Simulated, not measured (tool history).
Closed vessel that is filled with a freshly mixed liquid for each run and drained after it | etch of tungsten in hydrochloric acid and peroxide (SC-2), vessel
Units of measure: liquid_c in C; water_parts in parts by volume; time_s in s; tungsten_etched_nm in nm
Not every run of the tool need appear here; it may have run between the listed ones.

run  hour  liquid_c  water_parts  time_s  tungsten_etched_nm
  1     0        58           10      85              35.853
  2   6.1      60.5           10      85              42.046
  3  11.8        56           10      85              31.548
  4  14.1        56           10      85              31.853
  5  17.6        56          8.5      85              35.947
  6    26      55.5          8.5      85              35.127
  7  31.4        55          8.5      85              34.082

What does the tool deliver on the next run?
  8  32.2      50.5          8.5      85                   ?

{"run 8": {"tungsten_etched_nm": 25.385}}

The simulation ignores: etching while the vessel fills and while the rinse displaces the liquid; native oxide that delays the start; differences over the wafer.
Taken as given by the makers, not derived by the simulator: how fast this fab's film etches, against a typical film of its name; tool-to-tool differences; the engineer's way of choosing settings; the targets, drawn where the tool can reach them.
